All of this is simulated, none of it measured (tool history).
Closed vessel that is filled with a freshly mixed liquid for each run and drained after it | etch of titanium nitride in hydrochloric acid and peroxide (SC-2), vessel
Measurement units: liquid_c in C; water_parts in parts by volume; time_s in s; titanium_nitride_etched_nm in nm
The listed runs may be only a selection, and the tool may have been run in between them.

run,hour,liquid_c,water_parts,time_s,titanium_nitride_etched_nm
1,0,49,8,555,14.363
2,2,45.5,9.5,555,9.8728
3,3.9,43,10.5,555,7.5731
4,11.4,43,10.5,415,5.6769
5,17.3,43,10.5,415,5.6848
6,19.2,43,10.5,555,7.6311
7,25.1,41,11.5,555,6.1023

Expected results for the next run?
8,30.7,39.5,12,555,?

Logged for run 8: titanium_nitride_etched_nm 5.3253 nm.
